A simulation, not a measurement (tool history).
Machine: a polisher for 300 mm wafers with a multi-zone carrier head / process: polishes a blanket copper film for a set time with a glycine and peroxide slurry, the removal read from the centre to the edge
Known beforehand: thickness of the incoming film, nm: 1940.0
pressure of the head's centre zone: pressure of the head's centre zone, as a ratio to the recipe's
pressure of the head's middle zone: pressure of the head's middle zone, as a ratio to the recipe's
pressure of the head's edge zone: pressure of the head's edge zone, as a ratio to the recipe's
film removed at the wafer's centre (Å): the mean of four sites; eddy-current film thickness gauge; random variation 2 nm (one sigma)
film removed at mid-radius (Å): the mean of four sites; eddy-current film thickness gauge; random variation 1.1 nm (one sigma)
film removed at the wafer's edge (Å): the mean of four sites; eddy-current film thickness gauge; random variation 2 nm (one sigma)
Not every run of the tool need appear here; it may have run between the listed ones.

run	hour	flow of slurry (ml/min)	pressure of the head's centre zone	pressure of the head's middle zone	pressure of the head's edge zone	polishing time (s)	film removed at the wafer's centre (Å)	film removed at mid-radius (Å)	film removed at the wafer's edge (Å)
1	0	145	1	1	1	45	2585.6	2583.7	2570.6
2	3.6	145	1	0.99	0.98	43	2508.2	2446.1	2410.2
3	10.9	140	0.99	0.98	0.96	41	2361.3	2274.1	2267.5
4	19.3	140	0.98	0.98	0.94	40	2233.8	2235.8	2271
5	20.7	140	0.94	0.98	0.94	40	2200.5	2225	2255.2
6	28.6	140	0.94	0.98	0.88	40	2132.1	2236.4	2134.2
7	36.7	140	0.94	0.98	0.87	39	2109.4	2158.7	2079.3
8	40.9	140	0.94	0.98	0.86	38	2033.2	2135.4	2007.9
9	43.3	140	0.94	0.97	0.85	37	1993.3	2078.4	1957.7
10	45.5	140	0.94	0.96	0.85	36	1929.3	1985.7	1934.3
11	54	110	0.99	0.97	0.81	28	1531.4	1508.4	1457.8
12	62.3	115	0.99	0.97	0.81	28	1581.7	1493.8	1425.4
13	63.2	120	0.98	0.97	0.82	28	1515.2	1524.5	1442.4
14	68.3	125	0.98	0.97	0.83	28	1540.2	1517.1	1436.7

For run 15, what comes out?
15	73.4	130	0.98	0.97	0.84	28	?	?	?

{"run 15": {"film removed at the wafer's centre (Å)": 1536.9, "film removed at mid-radius (Å)": 1518.8, "film removed at the wafer's edge (Å)": 1492.8}}

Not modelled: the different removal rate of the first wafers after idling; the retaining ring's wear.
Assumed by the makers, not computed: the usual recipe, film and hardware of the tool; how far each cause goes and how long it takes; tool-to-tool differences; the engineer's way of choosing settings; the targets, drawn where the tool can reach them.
